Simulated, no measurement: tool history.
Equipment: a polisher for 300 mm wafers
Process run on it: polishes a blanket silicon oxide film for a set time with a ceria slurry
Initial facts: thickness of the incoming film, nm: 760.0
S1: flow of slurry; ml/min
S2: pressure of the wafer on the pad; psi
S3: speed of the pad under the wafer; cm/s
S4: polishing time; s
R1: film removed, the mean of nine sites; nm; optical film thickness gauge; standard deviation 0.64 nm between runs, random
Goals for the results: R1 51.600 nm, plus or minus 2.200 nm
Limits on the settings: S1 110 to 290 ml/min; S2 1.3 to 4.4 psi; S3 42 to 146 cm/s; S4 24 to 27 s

run	day	S1	S2	S3	S4	R1
1	0.000	185	2.8	94	27	94.121
2	0.200	185	2.4	92	27	81.848
3	0.267	210	2.4	92	27	83.367
4	0.342	235	2.4	92	27	84.763
5	0.392	235	2.4	92	24	74.895
6	0.625	235	2.4	92	27	82.961
# day 0.688: slurry nozzle cleaned
7	0.688	235	2.1	88	27	78.189
8	0.908	235	1.9	78	27	65.743
9	1.196	235	1.9	78	27	65.295

Exactly one of the 5 candidate moves below puts every result within its allowed miss. Which one?
A	1.483	260	2.1	58	24	?
B	1.483	240	2.0	72	24	?
C	1.483	240	2.0	64	25	?
D	1.483	270	2.0	60	24	?
E	1.483	200	2.0	62	24	?

move	R1
A	47.499
B	56.177
C	52.268
D	47.797
E	47.530
A: the result that was furthest off in the last run now lies on the other side of its target
B: nearer than the last run, and not there yet
C: in spec on every target
D: the result that was furthest off in the last run now lies on the other side of its target
E: the result that was furthest off in the last run now lies on the other side of its target
Move C is the one to make.
